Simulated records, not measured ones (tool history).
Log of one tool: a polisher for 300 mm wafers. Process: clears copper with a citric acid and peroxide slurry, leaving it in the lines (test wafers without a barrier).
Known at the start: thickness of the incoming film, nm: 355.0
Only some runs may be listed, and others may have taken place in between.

| run | hour | flow of slurry (ml/min) | pressure of the wafer on the pad (psi) | speed of the pad under the wafer (m/s) | abrasive content of the slurry | overpolish time after the end point (s) | time until the end point was called (s) | dishing of a wide line in a test structure (angstrom) |
|---|---|---|---|---|---|---|---|---|
| 1 | 0 | 155 | 2.5 | 1.4 | 1 | 17 | 174.03 | 240.74 |
| 2 | 3.6 | 195 | 2.5 | 1.4 | 1 | 17 | 169.28 | 246.12 |
| 3 | 8.6 | 195 | 2.8 | 1.4 | 1 | 17 | 155.26 | 256.97 |
| 4 | 9.5 | 195 | 2.4 | 1.4 | 1 | 17 | 175.42 | 230.32 |
| 5 | 14.7 | 195 | 2.2 | 1.4 | 1 | 17 | 194.63 | 217.34 |
| 6 | 16.2 | 155 | 2.2 | 1.4 | 1 | 17 | 199.71 | 213.57 |
| 7 | 22.1 | 155 | 2 | 1.38 | 1 | 19 | 220.43 | 212.24 |
| 8 | 24.3 | 155 | 1.9 | 1.38 | 1 | 21 | 234.51 | 221.74 |
| 9 | 25.2 | 155 | 1.8 | 1.38 | 1 | 22 | 245.54 | 222.89 |
| 10 | 33.9 | 155 | 1.8 | 1.38 | 1 | 22 | 244.05 | 222.96 |
| 11 | 41.8 | 155 | 1.8 | 1.38 | 1 | 22 | 240.83 | 219.33 |

The next listed run, before its measurement:
| 12 | 50.3 | 155 | 1.7 | 1.38 | 1 | 23 | ? | ? |

{"run 12": {"time until the end point was called (s)": 262, "dishing of a wide line in a test structure (angstrom)": 216.07}}
